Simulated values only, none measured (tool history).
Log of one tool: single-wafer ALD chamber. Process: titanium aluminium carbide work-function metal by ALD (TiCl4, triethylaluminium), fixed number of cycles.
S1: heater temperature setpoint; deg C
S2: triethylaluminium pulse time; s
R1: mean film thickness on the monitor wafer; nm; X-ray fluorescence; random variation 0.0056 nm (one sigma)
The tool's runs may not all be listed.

Run 1, hour 0.0: S1 315 deg C, S2 15.06 s. Result: R1 2.0886 nm.
Run 2, hour 3.2: S1 322 deg C, S2 15.06 s. Result: R1 2.1394 nm.
Run 3, hour 10.6: S1 322 deg C, S2 16.93 s. Result: R1 2.1355 nm.
Run 4, hour 14.9: S1 327 deg C, S2 16.93 s. Result: R1 2.1878 nm.
Run 5, hour 19.1: S1 320 deg C, S2 16.93 s. Result: R1 2.1357 nm.
Run 6, hour 26.4: S1 320 deg C, S2 19.41 s. Result: R1 2.1196 nm.
Run 7, hour 29.3: S1 317 deg C, S2 19.52 s. Result: R1 2.1005 nm.
Run 8, hour 30.4: S1 314 deg C, S2 19.55 s. Result: R1 2.0870 nm.
Run 9, hour 36.2: S1 311 deg C, S2 19.50 s. Result: R1 2.0644 nm.

Forecast run 10:
Run 10, hour 43.2: S1 309 deg C, S2 19.48 s. Result: R1 ?.

{"run 10": {"R1": 2.0462}}
